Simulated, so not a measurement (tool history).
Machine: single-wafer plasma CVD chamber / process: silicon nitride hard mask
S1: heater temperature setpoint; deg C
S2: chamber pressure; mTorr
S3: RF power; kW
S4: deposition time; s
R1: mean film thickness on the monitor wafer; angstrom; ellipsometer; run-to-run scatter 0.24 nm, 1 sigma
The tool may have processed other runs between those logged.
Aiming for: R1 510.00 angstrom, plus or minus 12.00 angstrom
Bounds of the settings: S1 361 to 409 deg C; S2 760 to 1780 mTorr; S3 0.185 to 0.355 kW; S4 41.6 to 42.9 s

run,day,S1,S2,S3,S4,R1
1,0.000,385,1270,0.270,41.6,414.51
2,0.117,385,1270,0.230,41.6,349.95
3,0.338,390,1270,0.230,41.6,350.42
4,0.429,390,1270,0.260,41.6,394.82
5,0.608,390,1380,0.270,41.7,422.55
6,0.750,390,1470,0.280,41.8,439.88
7,1.117,390,1670,0.325,42.4,523.48
8,1.233,390,1650,0.325,42.4,525.36
9,1.529,390,1630,0.325,42.4,523.01

Next run, 4 choices. One meets every target within its allowed miss, the rest don't. Which?
A,1.825,388,1780,0.335,42.9,?
B,1.825,381,1740,0.335,42.2,?
C,1.825,398,1490,0.335,41.6,?
D,1.825,389,1520,0.305,41.6,?

move,R1
A,555.47
B,545.26
C,514.74
D,480.10
A: misses by more than the last run did
B: misses by more than the last run did
C: meets every target
D: the result that was furthest off in the last run now lies on the other side of its target
Answer: C
